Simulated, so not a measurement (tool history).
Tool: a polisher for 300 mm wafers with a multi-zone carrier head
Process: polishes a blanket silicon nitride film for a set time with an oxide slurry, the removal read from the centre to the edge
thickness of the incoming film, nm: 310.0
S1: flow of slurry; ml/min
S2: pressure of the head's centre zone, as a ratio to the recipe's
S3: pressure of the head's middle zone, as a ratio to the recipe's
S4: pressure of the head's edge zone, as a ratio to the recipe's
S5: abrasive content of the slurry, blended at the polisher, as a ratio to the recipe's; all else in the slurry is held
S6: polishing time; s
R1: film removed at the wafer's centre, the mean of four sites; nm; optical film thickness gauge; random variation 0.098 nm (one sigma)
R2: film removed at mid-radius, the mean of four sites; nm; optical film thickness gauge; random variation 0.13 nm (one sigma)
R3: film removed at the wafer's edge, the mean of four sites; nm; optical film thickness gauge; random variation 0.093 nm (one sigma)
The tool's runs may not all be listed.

run    day   S1    S2    S3    S4    S5  S6      R1      R2      R3
  1      0  230     1     1     1     1  33  14.629  14.768  14.115
  2  0.233  220  1.01     1  0.96     1  33  14.776  14.541  13.856
  3  0.388  220  0.98     1  0.96     1  33  14.151  14.069   13.88
  4  0.417  220  0.98  0.92  0.96     1  33  14.373  13.472  13.746
  5  0.467  230  0.99  0.96  0.92  0.95  33  14.001   13.57  13.257
  6  0.592  250  0.99  0.96  0.92  0.95  33  14.263  13.723  13.221
  7  0.712  260  0.99  0.97   0.9  0.95  33  14.245  13.718  13.451
  8  1.025  260  0.99  0.97   0.9  0.95  33  14.395  13.841   13.17
     1.083  -- worn pad replaced by a new one
  9  1.083  265  0.99  0.98  0.88  0.95  33  15.868  15.717  14.422
 10  1.121  255  1.01  0.99  0.89   0.9  33   15.57   15.15  14.097
 11  1.221  285     1  0.98  0.87   0.8  32  13.874   13.57  12.728
 12  1.588  300  1.01  0.99  0.86  0.75  32  13.237  12.969  11.896
 13  1.642  300  1.08  1.07  0.96   0.8  32  15.112  14.512  13.177

Run 14 comes next. What will it give?
 14  1.729  290  1.08  1.07  0.95  0.8  32   ?   ?   ?

Run 14 gave R1 15.033 nm, R2 14.264 nm, R3 13.031 nm.
